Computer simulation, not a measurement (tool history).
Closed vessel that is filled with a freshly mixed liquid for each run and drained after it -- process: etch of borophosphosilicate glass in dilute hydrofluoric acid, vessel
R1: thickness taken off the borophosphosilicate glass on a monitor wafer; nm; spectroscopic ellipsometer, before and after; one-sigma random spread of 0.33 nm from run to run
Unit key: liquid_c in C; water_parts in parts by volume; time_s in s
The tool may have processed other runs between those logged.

{"run": 1, "day": 0.0, "liquid_c": 25, "water_parts": 190, "time_s": 30, "R1": 10.494}
{"run": 2, "day": 0.267, "liquid_c": 26.5, "water_parts": 160, "time_s": 30, "R1": 13.63}
{"run": 3, "day": 0.546, "liquid_c": 24, "water_parts": 160, "time_s": 30, "R1": 12.374}
{"run": 4, "day": 0.838, "liquid_c": 24, "water_parts": 100, "time_s": 30, "R1": 21.383}
{"run": 5, "day": 0.9, "liquid_c": 26.5, "water_parts": 100, "time_s": 30, "R1": 23.737}
{"run": 6, "day": 1.062, "liquid_c": 26.5, "water_parts": 165, "time_s": 30, "R1": 13.157}
{"run": 7, "day": 1.192, "liquid_c": 27.5, "water_parts": 145, "time_s": 30, "R1": 15.967}
{"run": 8, "day": 1.504, "liquid_c": 28.5, "water_parts": 130, "time_s": 30, "R1": 18.925}
{"run": 9, "day": 1.554, "liquid_c": 29.5, "water_parts": 120, "time_s": 30, "R1": 21.334}
{"run": 10, "day": 1.646, "liquid_c": 30, "water_parts": 110, "time_s": 30, "R1": 24.098}
{"run": 11, "day": 1.95, "liquid_c": 30.5, "water_parts": 105, "time_s": 30, "R1": 25.587}
{"run": 12, "day": 2.208, "liquid_c": 30.5, "water_parts": 105, "time_s": 30, "R1": 25.788}
{"run": 13, "day": 2.525, "liquid_c": 31, "water_parts": 100, "time_s": 30, "R1": 27.709}

The next listed run, before its measurement:
{"run": 14, "day": 2.804, "liquid_c": 31, "water_parts": 100, "time_s": 30, "R1": "?"}

{"run 14": {"R1": 28.064}}

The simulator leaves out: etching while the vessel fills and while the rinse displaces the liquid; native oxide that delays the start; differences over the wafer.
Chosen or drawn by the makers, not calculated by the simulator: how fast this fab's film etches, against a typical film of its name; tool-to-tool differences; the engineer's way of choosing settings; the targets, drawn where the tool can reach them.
